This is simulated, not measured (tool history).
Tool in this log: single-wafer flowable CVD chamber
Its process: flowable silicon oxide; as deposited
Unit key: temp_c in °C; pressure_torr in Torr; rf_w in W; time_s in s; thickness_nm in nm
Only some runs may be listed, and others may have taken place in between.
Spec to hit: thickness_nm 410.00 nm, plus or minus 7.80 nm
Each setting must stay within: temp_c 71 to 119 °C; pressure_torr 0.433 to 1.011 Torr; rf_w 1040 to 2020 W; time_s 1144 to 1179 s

| run | hour | temp_c | pressure_torr | rf_w | time_s | thickness_nm |
|---|---|---|---|---|---|---|
| 1 | 0.0 | 95 | 0.722 | 1530 | 1144 | 627.95 |
| 2 | 6.8 | 98 | 0.722 | 1530 | 1144 | 577.30 |
| 3 | 13.5 | 98 | 0.722 | 1735 | 1144 | 601.64 |
| 4 | 18.3 | 98 | 0.722 | 1910 | 1144 | 616.52 |
| 5 | 25.4 | 101 | 0.722 | 1910 | 1144 | 563.96 |
| 6 | 29.9 | 101 | 0.649 | 1910 | 1144 | 509.61 |
| 7 | 32.1 | 103 | 0.649 | 1910 | 1144 | 480.99 |
| 8 | 36.7 | 109 | 0.648 | 1910 | 1144 | 404.15 |

Next run, 4 choices. One meets every target within its allowed miss, the rest don't. Which?
| A | 41.3 | 115 | 0.710 | 1980 | 1174 | ? |
| B | 41.3 | 110 | 0.648 | 1995 | 1179 | ? |
| C | 41.3 | 112 | 0.669 | 1880 | 1179 | ? |
| D | 41.3 | 110 | 0.627 | 1945 | 1165 | ? |

| move | thickness_nm |
|---|---|
| A | 382.65 |
| B | 405.57 |
| C | 389.28 |
| D | 386.27 |
A: misses by more than the last run did
B: hits every target within its allowed miss
C: misses by more than the last run did
D: misses by more than the last run did
Answer: B
